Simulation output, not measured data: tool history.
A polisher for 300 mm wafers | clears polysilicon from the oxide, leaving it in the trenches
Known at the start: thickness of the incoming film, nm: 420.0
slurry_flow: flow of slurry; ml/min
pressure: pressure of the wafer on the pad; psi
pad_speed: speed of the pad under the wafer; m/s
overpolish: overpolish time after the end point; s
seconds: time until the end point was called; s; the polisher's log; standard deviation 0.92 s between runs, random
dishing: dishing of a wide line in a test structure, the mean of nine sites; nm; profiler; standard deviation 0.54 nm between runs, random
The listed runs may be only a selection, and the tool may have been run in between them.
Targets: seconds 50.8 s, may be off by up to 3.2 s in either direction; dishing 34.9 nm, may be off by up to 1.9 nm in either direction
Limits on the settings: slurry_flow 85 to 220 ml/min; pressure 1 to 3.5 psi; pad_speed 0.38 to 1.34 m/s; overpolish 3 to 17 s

Run 1, hour 0: slurry_flow 140 ml/min, pressure 2.2 psi, pad_speed 0.86 m/s, overpolish 9 s. Result: seconds 38.108 s, dishing 36.48 nm.
Run 2, hour 0.9: slurry_flow 175 ml/min, pressure 2.2 psi, pad_speed 0.86 m/s, overpolish 9 s. Result: seconds 36.26 s, dishing 36.209 nm.
Run 3, hour 8.8: slurry_flow 175 ml/min, pressure 2.1 psi, pad_speed 0.86 m/s, overpolish 9 s. Result: seconds 38.702 s, dishing 38.146 nm.
Run 4, hour 9.7: slurry_flow 175 ml/min, pressure 2 psi, pad_speed 0.86 m/s, overpolish 9 s. Result: seconds 39.82 s, dishing 36.374 nm.
Run 5, hour 12.2: slurry_flow 175 ml/min, pressure 2 psi, pad_speed 0.94 m/s, overpolish 9 s. Result: seconds 36.494 s, dishing 36.794 nm.
Run 6, hour 18.4: slurry_flow 175 ml/min, pressure 2.5 psi, pad_speed 0.94 m/s, overpolish 9 s. Result: seconds 29.924 s, dishing 38.301 nm.
Run 7, hour 26.3: slurry_flow 175 ml/min, pressure 2.3 psi, pad_speed 0.92 m/s, overpolish 9 s. Result: seconds 31.909 s, dishing 39.437 nm.
Run 8, hour 31.7: slurry_flow 175 ml/min, pressure 2.1 psi, pad_speed 0.92 m/s, overpolish 9 s. Result: seconds 35.445 s, dishing 38.801 nm.
Run 9, hour 38.1: slurry_flow 170 ml/min, pressure 1.5 psi, pad_speed 0.88 m/s, overpolish 8 s. Result: seconds 50.576 s, dishing 31.95 nm.

Which of these 5 next moves meets every target?
Run A, hour 44.5: slurry_flow 160 ml/min, pressure 1.5 psi, pad_speed 0.8 m/s, overpolish 12 s. Result: seconds ?, dishing ?.
Run B, hour 44.5: slurry_flow 190 ml/min, pressure 1.6 psi, pad_speed 0.84 m/s, overpolish 6 s. Result: seconds ?, dishing ?.
Run C, hour 44.5: slurry_flow 155 ml/min, pressure 1.4 psi, pad_speed 0.98 m/s, overpolish 10 s. Result: seconds ?, dishing ?.
Run D, hour 44.5: slurry_flow 220 ml/min, pressure 1.1 psi, pad_speed 1.02 m/s, overpolish 12 s. Result: seconds ?, dishing ?.
Run E, hour 44.5: slurry_flow 200 ml/min, pressure 1.3 psi, pad_speed 0.84 m/s, overpolish 12 s. Result: seconds ?, dishing ?.

move  seconds  dishing
   A     56.6   35.415
   B   49.364   27.791
   C    49.93   34.746
   D   57.221    35.29
   E    59.75   34.779
A: gets the furthest-off result to its target, but another result is out of tolerance
B: lands further from the targets than the last run did
C: hits every target within its allowed miss
D: gets the furthest-off result to its target, but another result is out of tolerance
E: gets the furthest-off result to its target, but another result is out of tolerance
The move that meets every target is C.

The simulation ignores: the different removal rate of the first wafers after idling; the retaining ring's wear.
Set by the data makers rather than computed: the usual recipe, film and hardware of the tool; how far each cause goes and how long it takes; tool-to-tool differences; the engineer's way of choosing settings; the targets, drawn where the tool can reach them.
